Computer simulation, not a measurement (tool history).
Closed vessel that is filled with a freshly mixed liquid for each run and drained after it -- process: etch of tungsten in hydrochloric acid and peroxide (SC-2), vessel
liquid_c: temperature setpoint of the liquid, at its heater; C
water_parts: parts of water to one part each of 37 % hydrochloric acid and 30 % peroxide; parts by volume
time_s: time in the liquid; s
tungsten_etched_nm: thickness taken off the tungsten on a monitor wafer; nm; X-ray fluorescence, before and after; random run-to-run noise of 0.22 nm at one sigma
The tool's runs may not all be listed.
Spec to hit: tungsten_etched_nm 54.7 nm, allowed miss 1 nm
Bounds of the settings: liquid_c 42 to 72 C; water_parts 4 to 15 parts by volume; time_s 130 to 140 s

Run 1, hour 0: liquid_c 58 C, water_parts 8.5 parts by volume, time_s 130 s. Result: tungsten_etched_nm 27.385 nm.
Run 2, hour 3: liquid_c 58 C, water_parts 10.5 parts by volume, time_s 130 s. Result: tungsten_etched_nm 23.035 nm.
Run 3, hour 11.9: liquid_c 62 C, water_parts 10.5 parts by volume, time_s 130 s. Result: tungsten_etched_nm 29.589 nm.
Run 4, hour 15.4: liquid_c 59 C, water_parts 10.5 parts by volume, time_s 130 s. Result: tungsten_etched_nm 24.545 nm.
Run 5, hour 16.6: liquid_c 52 C, water_parts 10.5 parts by volume, time_s 130 s. Result: tungsten_etched_nm 15.594 nm.
Run 6, hour 24.9: liquid_c 52 C, water_parts 10.5 parts by volume, time_s 140 s. Result: tungsten_etched_nm 16.844 nm.
Run 7, hour 29.9: liquid_c 57 C, water_parts 10.5 parts by volume, time_s 140 s. Result: tungsten_etched_nm 23.425 nm.
Run 8, hour 36.9: liquid_c 65 C, water_parts 10.5 parts by volume, time_s 140 s. Result: tungsten_etched_nm 38.371 nm.

4 next moves are on the table. One of them brings every result within its allowed miss. Which?
Run A, hour 43.9: liquid_c 59.5 C, water_parts 10 parts by volume, time_s 135 s. Result: tungsten_etched_nm ?.
Run B, hour 43.9: liquid_c 68 C, water_parts 8.5 parts by volume, time_s 140 s. Result: tungsten_etched_nm ?.
Run C, hour 43.9: liquid_c 63.5 C, water_parts 11 parts by volume, time_s 130 s. Result: tungsten_etched_nm ?.
Run D, hour 43.9: liquid_c 64 C, water_parts 10 parts by volume, time_s 130 s. Result: tungsten_etched_nm ?.

move  tungsten_etched_nm
   A              27.426
   B              54.757
   C              31.262
   D              34.922
A: moves away from the targets compared with the last run
B: all results in spec
C: moves away from the targets compared with the last run
D: moves away from the targets compared with the last run
The move that meets every target is B.
